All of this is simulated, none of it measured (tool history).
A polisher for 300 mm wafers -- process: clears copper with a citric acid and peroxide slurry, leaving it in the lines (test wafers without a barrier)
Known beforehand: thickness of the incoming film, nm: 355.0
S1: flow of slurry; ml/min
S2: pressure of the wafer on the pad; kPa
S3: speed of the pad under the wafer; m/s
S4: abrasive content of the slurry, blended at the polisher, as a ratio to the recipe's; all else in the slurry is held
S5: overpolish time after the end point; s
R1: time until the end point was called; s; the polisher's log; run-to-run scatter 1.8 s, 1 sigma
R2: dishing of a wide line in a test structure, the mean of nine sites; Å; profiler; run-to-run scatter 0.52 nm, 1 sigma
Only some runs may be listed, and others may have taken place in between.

run	hour	S1	S2	S3	S4	S5	R1	R2
1	0	130	27.6	1.2	1	17	133.78	266.47
2	5.6	130	27.6	1.5	1	17	111.63	321
3	11.3	130	27.6	1.5	1	20	108.36	360.26
4	14.3	130	27.6	1.26	1	20	128.18	327.71
5	20.5	130	27.6	1	1	20	162.52	270.55
6	24.5	130	30.3	1	1	21	147.59	298.4
# hour 33.5: slurry blender recalibrated
7	33.5	130	32.4	1.02	1	22	129.8	343.07

Run 8 comes next. What will it give?
8	39.7	130	33.1	1.02	1	23	?	?

{"run 8": {"R1": 124.45, "R2": 366.73}}
